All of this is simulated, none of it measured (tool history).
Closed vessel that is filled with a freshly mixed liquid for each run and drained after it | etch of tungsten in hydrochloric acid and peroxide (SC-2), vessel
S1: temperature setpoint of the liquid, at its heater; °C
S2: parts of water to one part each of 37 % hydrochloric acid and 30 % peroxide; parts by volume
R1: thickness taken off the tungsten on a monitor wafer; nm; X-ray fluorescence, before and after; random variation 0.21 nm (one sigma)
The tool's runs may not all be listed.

run 1 hour=0.0 | S1=57.0 S2=11.5 time_in_the_liquid_(s)=180 | R1=49.318
run 2 hour=1.1 | S1=57.0 S2=14.5 time_in_the_liquid_(s)=180 | R1=40.273
run 3 hour=9.5 | S1=55.0 S2=14.5 time_in_the_liquid_(s)=180 | R1=35.777
run 4 hour=18.8 | S1=55.0 S2=14.5 time_in_the_liquid_(s)=180 | R1=35.559
run 5 hour=20.6 | S1=53.5 S2=14.5 time_in_the_liquid_(s)=180 | R1=32.305
run 6 hour=28.8 | S1=53.5 S2=16.0 time_in_the_liquid_(s)=180 | R1=29.658

Forecast run 7:
run 7 hour=37.5 | S1=53.0 S2=16.0 time_in_the_liquid_(s)=180 | R1=?

{"run 7": {"R1": 28.352}}

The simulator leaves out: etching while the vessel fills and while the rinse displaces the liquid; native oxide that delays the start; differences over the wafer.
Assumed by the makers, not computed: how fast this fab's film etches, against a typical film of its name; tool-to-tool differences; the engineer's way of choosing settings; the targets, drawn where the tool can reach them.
